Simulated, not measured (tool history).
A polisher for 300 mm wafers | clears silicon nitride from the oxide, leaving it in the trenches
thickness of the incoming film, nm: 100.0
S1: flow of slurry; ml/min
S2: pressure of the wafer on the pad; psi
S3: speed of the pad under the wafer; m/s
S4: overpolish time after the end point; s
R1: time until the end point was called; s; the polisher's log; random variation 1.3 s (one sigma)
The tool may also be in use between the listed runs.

run 1 hour=0 | S1=205 S2=2.6 S3=1.22 S4=45 | R1=77.223
run 2 hour=1.1 | S1=205 S2=2.6 S3=1.42 S4=45 | R1=65.236
run 3 hour=7.7 | S1=205 S2=2.6 S3=1.42 S4=45 | R1=67.659
run 4 hour=15.2 | S1=205 S2=2.3 S3=1.42 S4=45 | R1=74.149
run 5 hour=23.8 | S1=205 S2=2.1 S3=1.4 S4=45 | R1=83.635
run 6 hour=26.7 | S1=205 S2=2.1 S3=1.4 S4=49 | R1=82.291
run 7 hour=35.6 | S1=205 S2=1.9 S3=1.4 S4=49 | R1=93.033
run 8 hour=40.6 | S1=205 S2=1.8 S3=1.4 S4=49 | R1=99.016
run 9 hour=47.8 | S1=205 S2=1.7 S3=1.4 S4=49 | R1=101.41

Forecast run 10:
run 10 hour=50 | S1=205 S2=1.6 S3=1.4 S4=49 | R1=?

R1: 107.64 s

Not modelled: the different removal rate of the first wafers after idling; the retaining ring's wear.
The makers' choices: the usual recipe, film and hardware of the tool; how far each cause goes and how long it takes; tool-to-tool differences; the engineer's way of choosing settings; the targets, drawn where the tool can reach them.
